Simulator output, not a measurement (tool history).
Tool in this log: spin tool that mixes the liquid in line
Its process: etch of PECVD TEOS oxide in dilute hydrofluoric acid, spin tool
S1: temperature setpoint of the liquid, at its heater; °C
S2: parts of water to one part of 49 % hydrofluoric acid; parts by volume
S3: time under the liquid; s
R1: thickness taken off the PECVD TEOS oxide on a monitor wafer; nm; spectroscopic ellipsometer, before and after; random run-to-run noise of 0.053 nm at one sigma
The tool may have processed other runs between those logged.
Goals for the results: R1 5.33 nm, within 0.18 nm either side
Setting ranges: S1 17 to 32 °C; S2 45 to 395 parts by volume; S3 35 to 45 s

run,hour,S1,S2,S3,R1
1,0,24,220,45,2.5912
2,2.4,25,210,45,2.8055
3,3.9,26,200,45,3.1041
4,10.7,28.5,200,45,3.402
5,17.6,28.5,200,35,2.6479
6,20.5,30,200,35,2.8161
7,23.3,32,110,35,5.9736
8,29.9,31.5,110,35,6.0075
9,32.3,31,110,35,5.9167
10,35.5,30.5,110,35,5.7339
11,40.8,30,110,35,5.6296

Which one of the following 4 next-run settings gets every result inside its allowed miss? There is exactly one.
A,46.1,32,110,35,?
B,46.1,29,140,45,?
C,46.1,31.5,125,40,?
D,46.1,28.5,125,45,?

move,R1
A,6.1437
B,5.3374
C,5.9389
D,5.9847
A: misses by more than the last run did
B: all results land within tolerance of their targets
C: misses by more than the last run did
D: misses by more than the last run did
Go with B: it meets all targets.
